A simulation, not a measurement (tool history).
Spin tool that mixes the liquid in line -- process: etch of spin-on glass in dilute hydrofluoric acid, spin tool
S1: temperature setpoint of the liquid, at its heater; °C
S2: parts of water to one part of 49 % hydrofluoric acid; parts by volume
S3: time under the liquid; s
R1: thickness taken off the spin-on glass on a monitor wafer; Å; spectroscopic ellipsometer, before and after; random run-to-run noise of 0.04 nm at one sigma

| run | hour | S1 | S2 | S3 | R1 |
|---|---|---|---|---|---|
| 1 | 0.0 | 24.0 | 250 | 15 | 23.059 |
| 2 | 6.6 | 24.0 | 335 | 15 | 15.667 |
| 3 | 9.1 | 24.0 | 335 | 15 | 15.710 |
| 4 | 11.7 | 26.5 | 280 | 15 | 21.363 |
| 5 | 15.1 | 29.0 | 280 | 15 | 23.347 |
| 6 | 19.9 | 29.0 | 280 | 15 | 23.524 |
| 7 | 25.5 | 30.0 | 240 | 15 | 29.455 |

Forecast run 8:
| 8 | 32.4 | 30.5 | 215 | 15 | ? |

{"run 8": {"R1": 34.811}}

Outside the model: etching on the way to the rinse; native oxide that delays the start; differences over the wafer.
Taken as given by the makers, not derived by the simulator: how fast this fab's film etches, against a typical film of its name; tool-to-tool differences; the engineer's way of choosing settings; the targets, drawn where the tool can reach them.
